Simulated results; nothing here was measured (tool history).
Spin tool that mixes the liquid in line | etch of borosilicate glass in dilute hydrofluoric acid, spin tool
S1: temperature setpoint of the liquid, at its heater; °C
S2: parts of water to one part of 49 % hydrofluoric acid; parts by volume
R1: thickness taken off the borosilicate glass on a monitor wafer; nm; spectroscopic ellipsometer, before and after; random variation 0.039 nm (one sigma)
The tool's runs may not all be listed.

{"run": 1, "hour": 0.0, "S1": 22, "S2": 185, "time under the liquid (s)": 50, "R1": 3.7465}
{"run": 2, "hour": 8.8, "S1": 24, "S2": 170, "time under the liquid (s)": 50, "R1": 4.4819}
{"run": 3, "hour": 14.9, "S1": 25.5, "S2": 160, "time under the liquid (s)": 50, "R1": 5.1368}
{"run": 4, "hour": 20.4, "S1": 26.5, "S2": 155, "time under the liquid (s)": 50, "R1": 5.4635}
{"run": 5, "hour": 21.0, "S1": 26.5, "S2": 155, "time under the liquid (s)": 50, "R1": 5.523}
{"run": 6, "hour": 28.1, "S1": 27.5, "S2": 150, "time under the liquid (s)": 50, "R1": 5.8976}
{"run": 7, "hour": 32.2, "S1": 30, "S2": 135, "time under the liquid (s)": 50, "R1": 7.3509}
{"run": 8, "hour": 33.6, "S1": 29.5, "S2": 135, "time under the liquid (s)": 50, "R1": 7.2744}
{"run": 9, "hour": 42.6, "S1": 29, "S2": 135, "time under the liquid (s)": 50, "R1": 7.0689}

What does the tool deliver on the next run?
{"run": 10, "hour": 45.7, "S1": 29, "S2": 135, "time under the liquid (s)": 50, "R1": "?"}

For run 10 the tool returned R1 7.0834 nm.
